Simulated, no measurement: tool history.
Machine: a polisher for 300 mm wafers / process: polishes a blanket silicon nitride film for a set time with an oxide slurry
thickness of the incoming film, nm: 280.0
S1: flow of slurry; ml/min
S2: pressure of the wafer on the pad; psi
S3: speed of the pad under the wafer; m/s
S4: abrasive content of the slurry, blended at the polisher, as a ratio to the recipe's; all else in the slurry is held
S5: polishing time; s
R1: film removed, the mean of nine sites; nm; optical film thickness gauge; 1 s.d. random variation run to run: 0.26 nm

run	hour	S1	S2	S3	S4	S5	R1
1	0	200	3.4	1.22	1	46	35.958
2	2.3	200	3.4	1.38	1	46	39.85
3	10.3	200	3.4	1.5	1	46	42.479
4	12.1	200	3.2	1.5	1	46	40.11
5	15.1	200	3.2	1.5	1	46	40.078
6	15.7	200	3.2	1.28	1	46	35.207

What will run 7 give?
7	21.1	200	3.1	1.28	1	46	?

R1: 34.261 nm
